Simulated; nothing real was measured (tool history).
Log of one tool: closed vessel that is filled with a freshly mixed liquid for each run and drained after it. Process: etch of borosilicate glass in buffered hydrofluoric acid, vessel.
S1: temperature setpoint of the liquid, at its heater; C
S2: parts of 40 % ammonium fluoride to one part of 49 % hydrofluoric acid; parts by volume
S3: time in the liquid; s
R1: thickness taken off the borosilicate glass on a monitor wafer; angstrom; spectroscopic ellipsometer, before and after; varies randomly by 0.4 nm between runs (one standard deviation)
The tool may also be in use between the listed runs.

{"run": 1, "hour": 0.0, "S1": 20.0, "S2": 14, "S3": 90, "R1": 709.07}
{"run": 2, "hour": 5.0, "S1": 19.5, "S2": 14, "S3": 90, "R1": 693.23}
{"run": 3, "hour": 10.7, "S1": 22.0, "S2": 14, "S3": 90, "R1": 799.27}
{"run": 4, "hour": 17.5, "S1": 21.5, "S2": 14, "S3": 90, "R1": 781.03}
{"run": 5, "hour": 21.5, "S1": 21.5, "S2": 16, "S3": 90, "R1": 680.03}
{"run": 6, "hour": 24.9, "S1": 21.5, "S2": 13, "S3": 90, "R1": 829.82}
{"run": 7, "hour": 29.9, "S1": 21.0, "S2": 13, "S3": 90, "R1": 813.17}

Run 8 is up next; what results do you expect?
{"run": 8, "hour": 32.5, "S1": 20.5, "S2": 13, "S3": 90, "R1": "?"}

{"run 8": {"R1": 793.0}}
